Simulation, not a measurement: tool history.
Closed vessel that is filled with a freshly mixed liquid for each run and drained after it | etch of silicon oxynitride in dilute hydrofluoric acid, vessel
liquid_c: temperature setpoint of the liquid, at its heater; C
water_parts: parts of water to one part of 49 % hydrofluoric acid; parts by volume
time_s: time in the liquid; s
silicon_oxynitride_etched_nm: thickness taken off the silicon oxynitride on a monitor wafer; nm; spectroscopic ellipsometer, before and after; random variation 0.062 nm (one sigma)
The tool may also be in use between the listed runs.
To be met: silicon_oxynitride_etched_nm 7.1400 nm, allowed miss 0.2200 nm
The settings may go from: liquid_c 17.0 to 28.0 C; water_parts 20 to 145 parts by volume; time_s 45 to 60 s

run,hour,liquid_c,water_parts,time_s,silicon_oxynitride_etched_nm
1,0.0,20.0,80,60,2.1882
2,3.9,21.5,65,60,2.9397
3,9.0,21.5,65,45,2.1890
4,14.6,23.0,55,50,3.1332
5,15.1,20.5,55,50,2.7954
6,20.6,22.5,55,50,3.0779
7,27.6,23.5,45,50,3.9042
# hour 31.4: hydrofluoric acid flow meter replaced
8,31.4,24.5,40,50,4.3044
9,37.2,25.0,35,50,5.0461
10,41.6,28.0,25,50,8.2866
11,45.7,27.5,25,50,8.1413
12,52.1,27.0,25,50,7.8232
13,54.2,26.5,25,50,7.6904
14,61.8,26.0,25,50,7.6673

Which of these 4 next moves meets every target?
A,69.4,28.0,35,60,?
B,69.4,25.0,25,60,?
C,69.4,24.5,25,55,?
D,69.4,21.0,20,55,?

move,silicon_oxynitride_etched_nm
A,7.0490
B,8.5917
C,7.6836
D,8.0706
A: meets every target
B: further off than the last run
C: as far off as the last run
D: further off than the last run
Move A is the one to make.
